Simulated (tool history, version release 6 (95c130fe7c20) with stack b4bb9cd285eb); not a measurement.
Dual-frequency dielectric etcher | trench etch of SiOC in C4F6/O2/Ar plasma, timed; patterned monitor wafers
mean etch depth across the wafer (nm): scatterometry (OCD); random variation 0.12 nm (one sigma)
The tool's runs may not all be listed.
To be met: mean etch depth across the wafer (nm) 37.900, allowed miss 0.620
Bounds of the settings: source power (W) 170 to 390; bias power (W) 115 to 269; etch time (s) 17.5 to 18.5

run	hour	source power (W)	bias power (W)	etch time (s)	mean etch depth across the wafer (nm)
1	0.0	280	192	17.5	30.883
2	3.9	290	197	17.5	31.383
3	11.3	300	203	17.5	32.099
4	20.3	300	190	17.5	31.359
5	27.6	300	190	17.5	31.283
6	29.8	340	190	17.5	32.775
7	37.8	350	197	17.5	33.140
8	42.3	350	205	17.5	33.603
9	46.2	350	212	17.5	34.008
10	49.3	350	218	17.5	34.452
11	53.9	350	223	17.5	34.543
12	56.1	350	228	17.5	34.603
# hour 60.9: wet clean of the chamber
13	60.9	350	233	17.5	36.654
14	62.4	350	234	17.5	36.417
15	63.5	350	235	17.5	36.339
16	70.7	350	236	17.5	36.663
17	75.6	350	237	17.5	36.400
18	76.1	350	238	17.5	36.648
19	77.6	350	239	17.5	36.682
20	83.6	350	240	17.5	36.882
21	91.3	350	241	17.5	36.962
22	92.9	360	243	17.5	37.280
23	99.1	360	243	17.5	37.287

4 next moves are on the table. One of them brings every result within its allowed miss. Which?
A	105.3	350	232	17.5	?
B	105.3	310	258	17.5	?
C	105.3	290	234	18.0	?
D	105.3	340	247	18.0	?

move	mean etch depth across the wafer (nm)
A	36.382
B	36.311
C	35.548
D	37.831
A: further off than the last run
B: further off than the last run
C: further off than the last run
D: meets every target
Move D is the one to make.

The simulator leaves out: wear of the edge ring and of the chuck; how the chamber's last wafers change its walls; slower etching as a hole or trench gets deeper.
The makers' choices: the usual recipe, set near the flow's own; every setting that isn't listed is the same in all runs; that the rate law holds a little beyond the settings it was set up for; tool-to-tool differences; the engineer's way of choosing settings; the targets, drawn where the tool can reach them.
